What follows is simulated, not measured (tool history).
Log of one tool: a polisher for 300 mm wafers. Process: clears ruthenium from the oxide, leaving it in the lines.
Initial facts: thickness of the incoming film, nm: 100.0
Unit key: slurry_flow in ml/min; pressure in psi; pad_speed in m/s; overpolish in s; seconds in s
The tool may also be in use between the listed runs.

run	hour	slurry_flow	pressure	pad_speed	overpolish	seconds
1	0.0	140	1.4	0.80	12	151.94
2	2.7	140	1.5	0.80	12	140.94
3	10.1	140	1.5	0.80	9	141.96
4	11.2	140	1.5	0.80	9	141.73
# hour 17.4: head pressure recalibrated
5	17.4	140	1.6	0.80	9	144.28
6	25.8	165	1.6	0.80	9	141.79
7	32.9	165	1.7	0.80	9	135.31

Run 8 is up next; what results do you expect?
8	37.7	165	1.8	0.80	9	?

Run 8 yielded seconds 130.91 s.
